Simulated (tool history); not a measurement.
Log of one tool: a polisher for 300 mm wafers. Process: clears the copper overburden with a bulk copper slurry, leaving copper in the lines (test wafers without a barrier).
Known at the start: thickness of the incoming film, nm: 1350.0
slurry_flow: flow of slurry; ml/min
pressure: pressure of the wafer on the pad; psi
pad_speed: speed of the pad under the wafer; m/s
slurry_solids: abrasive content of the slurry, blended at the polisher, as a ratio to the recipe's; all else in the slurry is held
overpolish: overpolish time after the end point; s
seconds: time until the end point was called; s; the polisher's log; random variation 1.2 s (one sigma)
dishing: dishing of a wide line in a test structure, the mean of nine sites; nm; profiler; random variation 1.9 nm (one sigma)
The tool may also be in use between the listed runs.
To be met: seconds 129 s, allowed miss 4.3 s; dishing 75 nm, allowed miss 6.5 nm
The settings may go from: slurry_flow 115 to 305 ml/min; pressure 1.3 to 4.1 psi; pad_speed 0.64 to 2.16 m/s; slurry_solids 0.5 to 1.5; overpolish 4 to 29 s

Run 1, day 0: slurry_flow 195 ml/min, pressure 2.7 psi, pad_speed 1.4 m/s, slurry_solids 1, overpolish 15 s. Result: seconds 108.35 s, dishing 81.231 nm.
Run 2, day 0.296: slurry_flow 195 ml/min, pressure 2.7 psi, pad_speed 1.4 m/s, slurry_solids 0.85, overpolish 15 s. Result: seconds 114.27 s, dishing 80.971 nm.
Run 3, day 0.438: slurry_flow 240 ml/min, pressure 2.7 psi, pad_speed 1.4 m/s, slurry_solids 0.85, overpolish 15 s. Result: seconds 110.85 s, dishing 81.487 nm.
Run 4, day 0.683: slurry_flow 260 ml/min, pressure 2.7 psi, pad_speed 1.4 m/s, slurry_solids 0.85, overpolish 15 s. Result: seconds 109.77 s, dishing 79.643 nm.
Run 5, day 0.746: slurry_flow 260 ml/min, pressure 2.7 psi, pad_speed 1.4 m/s, slurry_solids 0.85, overpolish 9 s. Result: seconds 111.23 s, dishing 56.813 nm.
Run 6, day 0.904: slurry_flow 260 ml/min, pressure 2.7 psi, pad_speed 1.54 m/s, slurry_solids 0.85, overpolish 9 s. Result: seconds 104.01 s, dishing 61.74 nm.
Run 7, day 1.029: slurry_flow 255 ml/min, pressure 2.6 psi, pad_speed 1.54 m/s, slurry_solids 0.85, overpolish 10 s. Result: seconds 106.05 s, dishing 63.009 nm.
Run 8, day 1.288: slurry_flow 255 ml/min, pressure 2.6 psi, pad_speed 1.54 m/s, slurry_solids 0.85, overpolish 10 s. Result: seconds 104.68 s, dishing 67.095 nm.
Run 9, day 1.425: slurry_flow 230 ml/min, pressure 2 psi, pad_speed 1.52 m/s, slurry_solids 0.85, overpolish 17 s. Result: seconds 138.35 s, dishing 72.716 nm.

4 next moves are on the table. One of them brings every result within its allowed miss. Which?
Run A, day 1.562: slurry_flow 305 ml/min, pressure 1.8 psi, pad_speed 1.6 m/s, slurry_solids 0.8, overpolish 22 s. Result: seconds ?, dishing ?.
Run B, day 1.562: slurry_flow 250 ml/min, pressure 2 psi, pad_speed 1.5 m/s, slurry_solids 0.75, overpolish 17 s. Result: seconds ?, dishing ?.
Run C, day 1.562: slurry_flow 220 ml/min, pressure 2.1 psi, pad_speed 1.44 m/s, slurry_solids 0.9, overpolish 23 s. Result: seconds ?, dishing ?.
Run D, day 1.562: slurry_flow 195 ml/min, pressure 2.5 psi, pad_speed 1.34 m/s, slurry_solids 0.85, overpolish 16 s. Result: seconds ?, dishing ?.

move  seconds  dishing
   A    144.6   79.854
   B   143.19   73.583
   C   136.87   85.658
   D   126.59   78.839
A: further off than the last run
B: further off than the last run
C: nearer than the last run, and not there yet
D: meets every target
Move D is the one to make.

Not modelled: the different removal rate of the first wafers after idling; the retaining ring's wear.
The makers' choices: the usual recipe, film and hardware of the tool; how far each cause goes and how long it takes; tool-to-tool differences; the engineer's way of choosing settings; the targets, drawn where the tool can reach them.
